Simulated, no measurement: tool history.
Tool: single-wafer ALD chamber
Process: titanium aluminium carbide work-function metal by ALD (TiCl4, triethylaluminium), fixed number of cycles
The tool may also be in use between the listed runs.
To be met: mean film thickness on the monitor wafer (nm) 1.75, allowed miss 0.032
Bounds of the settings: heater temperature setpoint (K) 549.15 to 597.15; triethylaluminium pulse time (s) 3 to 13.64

run  hour  heater temperature setpoint (K)  triethylaluminium pulse time (s)  mean film thickness on the monitor wafer (nm)
  1     0                           573.15                              8.32                                         1.9143
  2   0.8                           583.15                              8.32                                         1.9949
  3   1.6                           579.15                              8.32                                         1.9639
  4   8.8                           575.15                              7.99                                         1.9075
  5   9.9                           572.15                               7.8                                         1.8886
  6  18.2                           581.15                               7.8                                         1.9693
  7  26.4                           577.15                              7.47                                          1.918
  8  32.9                           574.15                              7.19                                          1.892
  9  33.7                           571.15                               6.9                                         1.8425

4 next moves are on the table. One of them brings every result within its allowed miss. Which?
  A  34.5                           576.15                              5.93                                              ?
  B  34.5                           562.15                              6.53                                              ?
  C  34.5                           584.15                              8.99                                              ?
  D  34.5                           574.15                              7.03                                              ?

move  mean film thickness on the monitor wafer (nm)
   A                                         1.8514
   B                                         1.7506
   C                                         2.0335
   D                                         1.8796
A: further off than the last run
B: meets every target
C: further off than the last run
D: further off than the last run
Answer: B
